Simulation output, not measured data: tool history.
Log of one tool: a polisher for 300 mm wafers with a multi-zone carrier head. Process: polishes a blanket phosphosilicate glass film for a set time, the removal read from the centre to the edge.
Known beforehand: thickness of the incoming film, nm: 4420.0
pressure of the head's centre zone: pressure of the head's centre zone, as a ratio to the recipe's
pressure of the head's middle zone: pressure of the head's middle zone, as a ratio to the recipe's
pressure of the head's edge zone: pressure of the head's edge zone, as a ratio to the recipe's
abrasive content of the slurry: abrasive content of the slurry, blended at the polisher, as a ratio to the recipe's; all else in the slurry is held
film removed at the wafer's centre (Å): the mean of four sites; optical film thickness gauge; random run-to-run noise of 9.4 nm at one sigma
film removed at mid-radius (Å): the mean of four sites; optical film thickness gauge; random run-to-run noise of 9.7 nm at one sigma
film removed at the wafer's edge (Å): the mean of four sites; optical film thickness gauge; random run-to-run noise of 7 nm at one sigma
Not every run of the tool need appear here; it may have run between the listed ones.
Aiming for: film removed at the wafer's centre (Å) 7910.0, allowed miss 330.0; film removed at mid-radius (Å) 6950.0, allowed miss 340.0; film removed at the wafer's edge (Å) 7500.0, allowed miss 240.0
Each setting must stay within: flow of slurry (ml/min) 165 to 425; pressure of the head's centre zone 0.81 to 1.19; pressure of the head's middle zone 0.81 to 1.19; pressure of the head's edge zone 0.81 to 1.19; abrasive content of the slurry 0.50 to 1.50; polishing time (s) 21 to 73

| run | hour | flow of slurry (ml/min) | pressure of the head's centre zone | pressure of the head's middle zone | pressure of the head's edge zone | abrasive content of the slurry | polishing time (s) | film removed at the wafer's centre (Å) | film removed at mid-radius (Å) | film removed at the wafer's edge (Å) |
|---|---|---|---|---|---|---|---|---|---|---|
| 1 | 0.0 | 275 | 1.00 | 1.00 | 1.00 | 1.00 | 47 | 4616.1 | 4843.7 | 4818.8 |
| 2 | 1.5 | 280 | 1.03 | 1.00 | 1.03 | 1.10 | 49 | 5284.6 | 5167.2 | 5344.9 |
| 3 | 10.5 | 280 | 1.03 | 1.00 | 1.03 | 1.10 | 43 | 4545.0 | 4624.7 | 4581.4 |
| 4 | 12.4 | 280 | 1.04 | 1.00 | 1.04 | 1.20 | 46 | 5098.8 | 5026.1 | 5032.1 |
| 5 | 18.1 | 280 | 1.04 | 1.00 | 1.04 | 1.20 | 40 | 4370.6 | 4402.0 | 4481.2 |
| 6 | 18.7 | 285 | 1.05 | 1.00 | 1.06 | 1.25 | 44 | 5127.7 | 5067.5 | 5106.6 |
| 7 | 23.8 | 295 | 1.06 | 0.99 | 1.09 | 1.30 | 46 | 5465.8 | 5205.5 | 5577.9 |
| 8 | 26.4 | 310 | 1.16 | 1.08 | 1.13 | 1.50 | 56 | 7569.2 | 7217.9 | 7114.4 |

Exactly one of the 4 candidate moves below puts every result within its allowed miss. Which one?
| A | 29.0 | 275 | 1.07 | 0.95 | 1.18 | 1.45 | 59 | ? | ? | ? |
| B | 29.0 | 415 | 1.09 | 0.81 | 1.19 | 1.50 | 60 | ? | ? | ? |
| C | 29.0 | 240 | 1.19 | 0.92 | 1.19 | 1.45 | 64 | ? | ? | ? |
| D | 29.0 | 300 | 1.16 | 0.99 | 1.16 | 1.50 | 58 | ? | ? | ? |

| move | film removed at the wafer's centre (Å) | film removed at mid-radius (Å) | film removed at the wafer's edge (Å) |
|---|---|---|---|
| A | 7235.0 | 6714.7 | 7478.8 |
| B | 7878.5 | 6274.3 | 7957.3 |
| C | 8589.0 | 6981.1 | 8060.1 |
| D | 7884.1 | 6972.2 | 7418.6 |
A: the worst result of the last run now meets its target, but another is out of spec
B: takes the biggest miss from the last run beyond its target
C: takes the biggest miss from the last run beyond its target
D: hits every target within its allowed miss
D is the move that brings every result within its allowed miss.
